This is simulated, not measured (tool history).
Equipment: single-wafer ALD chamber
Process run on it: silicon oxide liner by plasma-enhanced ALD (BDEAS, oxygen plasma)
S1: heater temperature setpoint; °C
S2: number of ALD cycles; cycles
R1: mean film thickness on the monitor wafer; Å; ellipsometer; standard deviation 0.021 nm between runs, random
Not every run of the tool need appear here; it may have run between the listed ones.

run,hour,S1,S2,R1
1,0.0,310,52,47.338
2,8.8,310,50,44.816
3,10.5,310,49,43.901
4,12.4,310,48,43.078
5,14.9,310,47,42.313
6,17.2,310,46,41.327

Estimate the outcome of run 7 from the log above:
7,24.9,310,45,?

Run 7 measured R1 40.475 Å.

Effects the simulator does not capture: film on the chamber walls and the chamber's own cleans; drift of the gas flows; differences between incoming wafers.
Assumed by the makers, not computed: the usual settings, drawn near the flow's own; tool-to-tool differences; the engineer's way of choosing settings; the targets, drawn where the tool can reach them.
